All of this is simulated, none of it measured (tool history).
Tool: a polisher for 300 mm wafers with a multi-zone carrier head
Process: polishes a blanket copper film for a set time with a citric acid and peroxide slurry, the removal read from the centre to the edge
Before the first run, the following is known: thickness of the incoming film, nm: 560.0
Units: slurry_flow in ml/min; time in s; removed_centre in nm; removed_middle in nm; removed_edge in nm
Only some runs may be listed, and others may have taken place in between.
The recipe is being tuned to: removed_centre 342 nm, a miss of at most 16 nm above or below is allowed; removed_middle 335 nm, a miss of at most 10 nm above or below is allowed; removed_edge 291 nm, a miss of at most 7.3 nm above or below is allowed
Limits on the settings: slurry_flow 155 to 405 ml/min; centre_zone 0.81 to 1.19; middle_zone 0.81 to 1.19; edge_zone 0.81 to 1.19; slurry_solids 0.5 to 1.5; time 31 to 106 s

run,hour,slurry_flow,centre_zone,middle_zone,edge_zone,slurry_solids,time,removed_centre,removed_middle,removed_edge
1,0,260,1,1,1,1,68,226.17,229.53,223.11
2,1.9,260,1,1,0.97,1,68,226.31,229.27,218.65
3,5.5,270,1.04,1.04,1,1.1,69,244.56,241.84,231.54
4,13.5,280,1.06,1.07,0.99,1.2,71,256.92,263.33,239.82
5,18.4,290,1.09,1.09,1,1.25,73,275.37,279.74,251.67
6,22.6,290,1.15,1.09,1,1.25,73,289.47,281.17,252.61
7,27.3,300,1.16,1.1,1,1.3,74,301.31,285.68,255.27
8,30.5,305,1.17,1.11,1.01,1.35,75,315.82,293.89,264.46
9,36.5,305,1.17,1.13,1.02,1.4,76,317.88,301.32,272.79
10,38.4,310,1.17,1.14,1.02,1.4,77,335.14,316.26,274.85
11,40.5,315,1.16,1.15,1.03,1.4,77,329.09,316.14,275.03
12,42.8,315,1.16,1.16,1.04,1.4,77,322.64,316.13,278.7

Of the 5 settings listed for the next run, only one would bring every result within its allowed miss of target. Which one?
A,45.1,340,1.17,1.19,1.03,1.35,74,?,?,?
B,45.1,380,1.19,1.18,0.82,1.35,82,?,?,?
C,45.1,390,1.12,1.1,1.02,1.35,75,?,?,?
D,45.1,295,1.14,1.18,0.98,1.5,73,?,?,?
E,45.1,405,1.14,1.13,1,1.4,81,?,?,?

move,removed_centre,removed_middle,removed_edge
A,308.88,309.51,263.77
B,351.35,343.41,264.69
C,302.78,296.25,268.49
D,299.24,306.02,257.13
E,336.34,330.65,289.76
A: its largest miss is bigger than the last run's
B: gets the furthest-off result to its target, but another result is out of tolerance
C: its largest miss is bigger than the last run's
D: its largest miss is bigger than the last run's
E: every result within its allowed miss
E is the move that brings every result within its allowed miss.

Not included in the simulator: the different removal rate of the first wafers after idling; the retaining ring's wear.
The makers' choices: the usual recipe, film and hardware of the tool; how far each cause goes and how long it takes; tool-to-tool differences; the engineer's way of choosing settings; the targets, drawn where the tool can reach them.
